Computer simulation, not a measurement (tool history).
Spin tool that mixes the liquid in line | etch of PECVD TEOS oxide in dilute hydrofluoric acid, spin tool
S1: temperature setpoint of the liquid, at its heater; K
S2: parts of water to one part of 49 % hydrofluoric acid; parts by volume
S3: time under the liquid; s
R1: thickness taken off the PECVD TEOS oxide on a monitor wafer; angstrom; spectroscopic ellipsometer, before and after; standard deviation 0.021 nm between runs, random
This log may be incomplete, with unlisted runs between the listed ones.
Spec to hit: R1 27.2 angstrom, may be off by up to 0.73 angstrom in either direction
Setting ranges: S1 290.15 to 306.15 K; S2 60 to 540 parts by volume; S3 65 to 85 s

run 1 hour=0 | S1=298.15 S2=300 S3=85 | R1=49.811
run 2 hour=4.5 | S1=296.15 S2=325 S3=85 | R1=42.2
run 3 hour=9.4 | S1=296.15 S2=255 S3=85 | R1=57.341
run 4 hour=14.3 | S1=294.65 S2=290 S3=85 | R1=45.936
run 5 hour=18.5 | S1=293.65 S2=315 S3=85 | R1=39.978
run 6 hour=19 | S1=292.65 S2=330 S3=85 | R1=36.472
run 7 hour=28 | S1=292.15 S2=345 S3=85 | R1=33.717
run 8 hour=32.5 | S1=291.65 S2=355 S3=85 | R1=32.01
run 9 hour=35.1 | S1=291.15 S2=365 S3=85 | R1=30.149
run 10 hour=42.1 | S1=291.15 S2=370 S3=85 | R1=30.164

4 candidate next runs follow, results not yet known. Just one meets every target within its allowed miss. Identify it.
run A hour=49.1 | S1=291.65 S2=305 S3=75 | R1=?
run B hour=49.1 | S1=290.15 S2=280 S3=75 | R1=?
run C hour=49.1 | S1=292.65 S2=280 S3=65 | R1=?
run D hour=49.1 | S1=291.65 S2=325 S3=65 | R1=?

move=A R1=33.638
move=B R1=35.376
move=C R1=33.689
move=D R1=26.896
A: misses by more than the last run did
B: misses by more than the last run did
C: misses by more than the last run did
D: hits every target within its allowed miss
The right move is D.
